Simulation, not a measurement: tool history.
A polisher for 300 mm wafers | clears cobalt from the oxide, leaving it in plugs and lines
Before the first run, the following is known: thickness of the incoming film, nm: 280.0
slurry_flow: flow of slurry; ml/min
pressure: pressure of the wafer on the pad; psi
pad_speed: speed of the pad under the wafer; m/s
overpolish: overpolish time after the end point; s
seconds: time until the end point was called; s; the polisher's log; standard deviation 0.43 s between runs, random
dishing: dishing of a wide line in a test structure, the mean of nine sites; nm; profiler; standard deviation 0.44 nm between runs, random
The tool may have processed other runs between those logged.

Run 1, hour 0.0: slurry_flow 275 ml/min, pressure 1.9 psi, pad_speed 1.16 m/s, overpolish 12 s. Result: seconds 58.267 s, dishing 36.947 nm.
Run 2, hour 1.4: slurry_flow 275 ml/min, pressure 1.9 psi, pad_speed 0.90 m/s, overpolish 12 s. Result: seconds 72.379 s, dishing 31.174 nm.
Run 3, hour 8.1: slurry_flow 275 ml/min, pressure 2.2 psi, pad_speed 0.90 m/s, overpolish 12 s. Result: seconds 64.677 s, dishing 34.746 nm.
Run 4, hour 12.8: slurry_flow 275 ml/min, pressure 2.2 psi, pad_speed 0.90 m/s, overpolish 9 s. Result: seconds 65.468 s, dishing 29.051 nm.
Run 5, hour 13.7: slurry_flow 250 ml/min, pressure 2.2 psi, pad_speed 0.90 m/s, overpolish 9 s. Result: seconds 63.950 s, dishing 27.952 nm.
Run 6, hour 16.1: slurry_flow 250 ml/min, pressure 2.2 psi, pad_speed 0.72 m/s, overpolish 9 s. Result: seconds 79.637 s, dishing 24.406 nm.
Run 7, hour 18.3: slurry_flow 235 ml/min, pressure 2.3 psi, pad_speed 0.78 m/s, overpolish 8 s. Result: seconds 70.991 s, dishing 23.888 nm.

Forecast run 8:
Run 8, hour 26.8: slurry_flow 220 ml/min, pressure 2.4 psi, pad_speed 0.82 m/s, overpolish 7 s. Result: seconds ?, dishing ?.

{"run 8": {"seconds": 65.821, "dishing": 23.431}}

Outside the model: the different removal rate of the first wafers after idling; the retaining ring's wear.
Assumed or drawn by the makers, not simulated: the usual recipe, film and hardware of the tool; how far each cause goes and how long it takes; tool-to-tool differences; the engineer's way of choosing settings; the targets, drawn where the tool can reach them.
